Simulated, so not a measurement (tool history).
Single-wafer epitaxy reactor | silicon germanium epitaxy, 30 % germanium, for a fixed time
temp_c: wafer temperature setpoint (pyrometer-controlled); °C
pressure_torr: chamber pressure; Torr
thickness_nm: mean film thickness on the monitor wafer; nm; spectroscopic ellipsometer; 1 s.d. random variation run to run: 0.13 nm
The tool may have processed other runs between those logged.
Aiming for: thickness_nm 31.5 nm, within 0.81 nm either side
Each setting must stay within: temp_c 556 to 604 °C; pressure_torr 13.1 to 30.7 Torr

{"run": 1, "hour": 0.0, "temp_c": 580, "pressure_torr": 21.9, "thickness_nm": 42.074}
{"run": 2, "hour": 6.6, "temp_c": 578, "pressure_torr": 21.8, "thickness_nm": 40.531}
{"run": 3, "hour": 9.7, "temp_c": 576, "pressure_torr": 21.7, "thickness_nm": 38.914}
{"run": 4, "hour": 14.9, "temp_c": 584, "pressure_torr": 21.7, "thickness_nm": 44.681}
{"run": 5, "hour": 22.9, "temp_c": 584, "pressure_torr": 23.5, "thickness_nm": 45.868}
{"run": 6, "hour": 24.1, "temp_c": 581, "pressure_torr": 23.4, "thickness_nm": 43.167}
{"run": 7, "hour": 32.5, "temp_c": 569, "pressure_torr": 22.8, "thickness_nm": 35.016}
{"run": 8, "hour": 38.2, "temp_c": 568, "pressure_torr": 22.8, "thickness_nm": 34.358}
{"run": 9, "hour": 42.9, "temp_c": 567, "pressure_torr": 22.8, "thickness_nm": 34.11}
{"run": 10, "hour": 47.9, "temp_c": 567, "pressure_torr": 22.8, "thickness_nm": 33.997}
{"run": 11, "hour": 55.3, "temp_c": 566, "pressure_torr": 22.8, "thickness_nm": 33.419}

Pick the move, out of 5, that brings all results within their allowed miss; only one does.
{"run": "A", "hour": 62.7, "temp_c": 560, "pressure_torr": 23.5, "thickness_nm": "?"}
{"run": "B", "hour": 62.7, "temp_c": 559, "pressure_torr": 21.5, "thickness_nm": "?"}
{"run": "C", "hour": 62.7, "temp_c": 561, "pressure_torr": 25.6, "thickness_nm": "?"}
{"run": "D", "hour": 62.7, "temp_c": 559, "pressure_torr": 23.8, "thickness_nm": "?"}
{"run": "E", "hour": 62.7, "temp_c": 561, "pressure_torr": 20.9, "thickness_nm": "?"}

move=A thickness_nm=30.221
move=B thickness_nm=28.947
move=C thickness_nm=31.539
move=D thickness_nm=29.805
move=E thickness_nm=29.743
A: the result that was furthest off in the last run now lies on the other side of its target
B: the result that was furthest off in the last run now lies on the other side of its target
C: each result inside its tolerance
D: the result that was furthest off in the last run now lies on the other side of its target
E: the result that was furthest off in the last run now lies on the other side of its target
C is the move that brings every result within its allowed miss.
